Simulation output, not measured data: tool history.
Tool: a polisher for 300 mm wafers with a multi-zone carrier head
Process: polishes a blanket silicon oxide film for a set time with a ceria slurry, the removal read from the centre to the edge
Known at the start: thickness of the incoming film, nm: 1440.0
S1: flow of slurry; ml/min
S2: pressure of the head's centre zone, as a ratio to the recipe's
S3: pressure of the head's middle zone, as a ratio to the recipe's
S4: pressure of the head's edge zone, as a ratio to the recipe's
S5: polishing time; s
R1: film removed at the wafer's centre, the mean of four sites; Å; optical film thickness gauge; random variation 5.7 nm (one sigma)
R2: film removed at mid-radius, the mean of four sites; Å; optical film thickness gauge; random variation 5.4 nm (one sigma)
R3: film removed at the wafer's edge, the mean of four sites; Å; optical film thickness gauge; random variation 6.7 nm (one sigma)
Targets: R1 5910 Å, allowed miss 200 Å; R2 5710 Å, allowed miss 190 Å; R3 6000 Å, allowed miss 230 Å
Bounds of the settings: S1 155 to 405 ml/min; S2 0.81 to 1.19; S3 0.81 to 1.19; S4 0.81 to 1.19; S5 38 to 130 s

Run 1, day 0: S1 260 ml/min, S2 1, S3 1, S4 1, S5 84 s. Result: R1 4664.4 Å, R2 4589.1 Å, R3 4693.1 Å.
Run 2, day 0.279: S1 265 ml/min, S2 1.01, S3 1.01, S4 1.03, S5 87 s. Result: R1 4845.3 Å, R2 4908.9 Å, R3 4970.1 Å.
Run 3, day 0.408: S1 265 ml/min, S2 1.01, S3 1.05, S4 1.03, S5 87 s. Result: R1 4811.2 Å, R2 5039.7 Å, R3 4934.7 Å.
Run 4, day 0.567: S1 270 ml/min, S2 1.03, S3 1.04, S4 1.06, S5 89 s. Result: R1 5049.4 Å, R2 5071.1 Å, R3 5113.1 Å.
Run 5, day 0.625: S1 270 ml/min, S2 1.03, S3 1.09, S4 1.06, S5 89 s. Result: R1 5117 Å, R2 5362.5 Å, R3 5219.6 Å.
Run 6, day 0.842: S1 270 ml/min, S2 1.03, S3 1.09, S4 1.03, S5 89 s. Result: R1 5001.3 Å, R2 5282.2 Å, R3 5090.5 Å.
Run 7, day 0.904: S1 270 ml/min, S2 1.04, S3 1.08, S4 1.06, S5 91 s. Result: R1 5290.7 Å, R2 5411.7 Å, R3 5134.2 Å.
Run 8, day 1.208: S1 280 ml/min, S2 1.03, S3 1.06, S4 1.08, S5 93 s. Result: R1 5217 Å, R2 5347.1 Å, R3 5513.4 Å.
Run 9, day 1.238: S1 285 ml/min, S2 1.04, S3 1.07, S4 1.09, S5 94 s. Result: R1 5349.4 Å, R2 5545.4 Å, R3 5469.9 Å.

Which of these 4 next moves meets every target?
Run A, day 1.267: S1 260 ml/min, S2 1.06, S3 1.03, S4 1.11, S5 102 s. Result: R1 ?, R2 ?, R3 ?.
Run B, day 1.267: S1 315 ml/min, S2 1, S3 1.05, S4 1.14, S5 99 s. Result: R1 ?, R2 ?, R3 ?.
Run C, day 1.267: S1 355 ml/min, S2 1.15, S3 1.08, S4 0.96, S5 86 s. Result: R1 ?, R2 ?, R3 ?.
Run D, day 1.267: S1 305 ml/min, S2 0.87, S3 1.04, S4 1.16, S5 99 s. Result: R1 ?, R2 ?, R3 ?.

move      R1      R2      R3
   A  5900.1  5717.3  6149.5
   B    5510  5744.7  6132.5
   C  5571.6  5159.6    4929
   D  4772.9  5685.7  6175.3
A: meets every target
B: nearer than the last run, and not there yet
C: further off than the last run
D: further off than the last run
Move A is the one to make.
